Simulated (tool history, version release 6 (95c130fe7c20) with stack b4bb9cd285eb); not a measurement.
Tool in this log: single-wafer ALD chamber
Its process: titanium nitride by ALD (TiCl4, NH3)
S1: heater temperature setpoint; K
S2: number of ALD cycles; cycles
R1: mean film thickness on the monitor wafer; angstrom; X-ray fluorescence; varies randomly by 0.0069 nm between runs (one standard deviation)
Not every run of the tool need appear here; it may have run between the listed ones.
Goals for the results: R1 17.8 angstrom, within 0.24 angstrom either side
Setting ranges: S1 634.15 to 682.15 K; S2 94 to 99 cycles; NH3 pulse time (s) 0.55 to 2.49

run 1 hour=0 | S1=658.15 S2=99 NH3_pulse_time_(s)=1.52 | R1=20.089
run 2 hour=6.5 | S1=658.15 S2=99 NH3_pulse_time_(s)=1.86 | R1=20.567
run 3 hour=12 | S1=654.15 S2=98 NH3_pulse_time_(s)=1.6 | R1=19.71
run 4 hour=18.7 | S1=654.15 S2=98 NH3_pulse_time_(s)=1.22 | R1=19.464
run 5 hour=20.8 | S1=651.15 S2=97 NH3_pulse_time_(s)=1.13 | R1=18.722
run 6 hour=25.9 | S1=651.15 S2=94 NH3_pulse_time_(s)=1.13 | R1=18.289
run 7 hour=28.2 | S1=650.15 S2=94 NH3_pulse_time_(s)=1.12 | R1=18.139
run 8 hour=35.1 | S1=649.15 S2=94 NH3_pulse_time_(s)=1.11 | R1=18.107

Which of these 4 next moves meets every target?
run A hour=42 | S1=639.15 S2=94 NH3_pulse_time_(s)=1.22 | R1=?
run B hour=42 | S1=651.15 S2=95 NH3_pulse_time_(s)=1.11 | R1=?
run C hour=42 | S1=658.15 S2=94 NH3_pulse_time_(s)=1.25 | R1=?
run D hour=42 | S1=646.15 S2=95 NH3_pulse_time_(s)=1.2 | R1=?

move=A R1=17.816
move=B R1=18.405
move=C R1=18.753
move=D R1=18.365
A: hits every target within its allowed miss
B: its largest miss is bigger than the last run's
C: its largest miss is bigger than the last run's
D: its largest miss is bigger than the last run's
Go with A: it meets all targets.
